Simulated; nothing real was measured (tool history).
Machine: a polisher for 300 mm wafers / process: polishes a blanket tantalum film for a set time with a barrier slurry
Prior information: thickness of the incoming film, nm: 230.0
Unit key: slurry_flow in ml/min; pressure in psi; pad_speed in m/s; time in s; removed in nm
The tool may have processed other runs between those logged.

Run 1, hour 0: slurry_flow 275 ml/min, pressure 2.5 psi, pad_speed 0.94 m/s, slurry_solids 1, time 30 s. Result: removed 54.12 nm.
Run 2, hour 8.1: slurry_flow 275 ml/min, pressure 2.3 psi, pad_speed 0.9 m/s, slurry_solids 1, time 30 s. Result: removed 46.816 nm.
Run 3, hour 12.7: slurry_flow 275 ml/min, pressure 2.3 psi, pad_speed 0.9 m/s, slurry_solids 1, time 30 s. Result: removed 47.985 nm.
Run 4, hour 16.7: slurry_flow 275 ml/min, pressure 2.1 psi, pad_speed 0.86 m/s, slurry_solids 1, time 30 s. Result: removed 41.589 nm.
Run 5, hour 20.4: slurry_flow 275 ml/min, pressure 1.9 psi, pad_speed 0.84 m/s, slurry_solids 1, time 30 s. Result: removed 37.412 nm.
Run 6, hour 23.6: slurry_flow 275 ml/min, pressure 1.9 psi, pad_speed 0.84 m/s, slurry_solids 1, time 27 s. Result: removed 33.651 nm.
Run 7, hour 31.2: slurry_flow 275 ml/min, pressure 1.8 psi, pad_speed 0.84 m/s, slurry_solids 1, time 27 s. Result: removed 31.786 nm.
Run 8, hour 32.3: slurry_flow 275 ml/min, pressure 1.7 psi, pad_speed 0.84 m/s, slurry_solids 1, time 27 s. Result: removed 30.12 nm.
Run 9, hour 38.1: slurry_flow 270 ml/min, pressure 1.1 psi, pad_speed 0.84 m/s, slurry_solids 1, time 27 s. Result: removed 19.741 nm.
Run 10, hour 46.7: slurry_flow 280 ml/min, pressure 1.1 psi, pad_speed 0.84 m/s, slurry_solids 1, time 27 s. Result: removed 19.936 nm.

For run 11, what comes out?
Run 11, hour 49.3: slurry_flow 280 ml/min, pressure 1.2 psi, pad_speed 0.84 m/s, slurry_solids 1, time 27 s. Result: removed ?.

Run 11 produced removed 21.695 nm.

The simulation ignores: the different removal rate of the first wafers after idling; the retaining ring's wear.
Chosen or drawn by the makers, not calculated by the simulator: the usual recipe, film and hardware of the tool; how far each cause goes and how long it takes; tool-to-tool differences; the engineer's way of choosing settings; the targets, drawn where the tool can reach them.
